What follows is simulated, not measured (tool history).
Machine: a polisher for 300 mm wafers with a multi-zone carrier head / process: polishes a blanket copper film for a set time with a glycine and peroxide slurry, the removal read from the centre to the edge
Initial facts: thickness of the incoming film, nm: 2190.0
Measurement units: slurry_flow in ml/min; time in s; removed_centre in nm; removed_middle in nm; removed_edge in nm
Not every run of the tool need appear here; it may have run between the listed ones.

run,hour,slurry_flow,centre_zone,middle_zone,edge_zone,time,removed_centre,removed_middle,removed_edge
1,0,145,1,1,1,82,462.07,477.14,464.83
2,5.7,140,0.99,0.98,1,77,430.77,448.4,430.03
3,7.8,135,0.98,0.96,1.01,72,391.4,406.36,403.85
4,12.3,130,0.98,0.94,1.02,68,364.56,375.26,381.16
5,16.9,125,0.98,0.93,1.03,65,350.63,355.31,367.1
6,17.9,125,0.98,0.93,1.03,78,421.01,427.15,437.47
7,20.1,120,0.98,0.92,1.04,73,386.1,389.68,401.65
8,21.4,120,0.98,0.92,1.04,73,387.19,394.76,405.76
9,23.3,115,0.98,0.91,1.05,69,358.04,365.16,388.68
10,30.3,115,0.98,0.9,1.05,65,339.64,344.88,357.02
11,32.9,115,0.98,0.89,1.07,62,322.59,324.35,353.57

Forecast run 12:
12,41.2,115,0.98,0.88,1.07,59,?,?,?

removed_centre: 306.73 nm
removed_middle: 304.07 nm
removed_edge: 330.1 nm

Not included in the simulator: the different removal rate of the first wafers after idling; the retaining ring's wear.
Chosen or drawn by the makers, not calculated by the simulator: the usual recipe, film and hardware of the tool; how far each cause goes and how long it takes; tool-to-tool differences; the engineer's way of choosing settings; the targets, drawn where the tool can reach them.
